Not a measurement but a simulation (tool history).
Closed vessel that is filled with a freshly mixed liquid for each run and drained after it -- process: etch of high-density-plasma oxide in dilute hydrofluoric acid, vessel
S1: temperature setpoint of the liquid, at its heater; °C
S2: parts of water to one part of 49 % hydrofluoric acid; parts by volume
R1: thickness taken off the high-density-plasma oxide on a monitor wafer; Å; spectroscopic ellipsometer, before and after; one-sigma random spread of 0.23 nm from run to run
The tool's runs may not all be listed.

Run 1, hour 0.0: S1 22.0 °C, S2 160 parts by volume, time in the liquid (s) 340. Result: R1 102.470 Å.
Run 2, hour 3.2: S1 20.5 °C, S2 160 parts by volume, time in the liquid (s) 340. Result: R1 95.689 Å.
Run 3, hour 10.9: S1 23.5 °C, S2 125 parts by volume, time in the liquid (s) 340. Result: R1 142.510 Å.
Run 4, hour 12.4: S1 25.5 °C, S2 105 parts by volume, time in the liquid (s) 340. Result: R1 191.210 Å.
Run 5, hour 19.7: S1 27.0 °C, S2 95 parts by volume, time in the liquid (s) 340. Result: R1 225.940 Å.
Run 6, hour 20.6: S1 27.0 °C, S2 65 parts by volume, time in the liquid (s) 340. Result: R1 336.750 Å.
Run 7, hour 24.6: S1 26.0 °C, S2 65 parts by volume, time in the liquid (s) 340. Result: R1 323.220 Å.

Estimate the outcome of run 8 from the log above:
Run 8, hour 28.5: S1 26.0 °C, S2 65 parts by volume, time in the liquid (s) 340. Result: R1 ?.

R1: 323.610 Å
